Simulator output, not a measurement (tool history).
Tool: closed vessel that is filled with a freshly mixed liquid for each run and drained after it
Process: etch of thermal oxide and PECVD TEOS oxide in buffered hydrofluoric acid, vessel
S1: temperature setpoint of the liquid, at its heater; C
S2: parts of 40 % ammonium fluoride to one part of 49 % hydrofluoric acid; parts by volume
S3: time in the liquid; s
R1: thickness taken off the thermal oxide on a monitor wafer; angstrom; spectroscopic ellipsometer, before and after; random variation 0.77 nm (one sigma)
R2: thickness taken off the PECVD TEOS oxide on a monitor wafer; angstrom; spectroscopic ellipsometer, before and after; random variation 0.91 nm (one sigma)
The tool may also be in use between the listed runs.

Run 1, day 0: S1 24 C, S2 7.5 parts by volume, S3 60 s. Result: R1 958.02 angstrom, R2 2421 angstrom.
Run 2, day 0.233: S1 24 C, S2 7.5 parts by volume, S3 45 s. Result: R1 706.29 angstrom, R2 1807.2 angstrom.
Run 3, day 0.346: S1 24 C, S2 7.5 parts by volume, S3 60 s. Result: R1 949.09 angstrom, R2 2426.1 angstrom.
Run 4, day 0.375: S1 24 C, S2 6 parts by volume, S3 60 s. Result: R1 1166.1 angstrom, R2 2956 angstrom.
Run 5, day 0.554: S1 22.5 C, S2 6 parts by volume, S3 60 s. Result: R1 1070 angstrom, R2 2742.5 angstrom.
Run 6, day 0.6: S1 21.5 C, S2 6 parts by volume, S3 60 s. Result: R1 1014.2 angstrom, R2 2611.5 angstrom.
Run 7, day 0.654: S1 20.5 C, S2 6 parts by volume, S3 60 s. Result: R1 969.54 angstrom, R2 2447.5 angstrom.

Run 8 comes next. What will it give?
Run 8, day 0.829: S1 18 C, S2 6.5 parts by volume, S3 60 s. Result: R1 ?, R2 ?.

R1: 779.7 angstrom
R2: 1985.9 angstrom
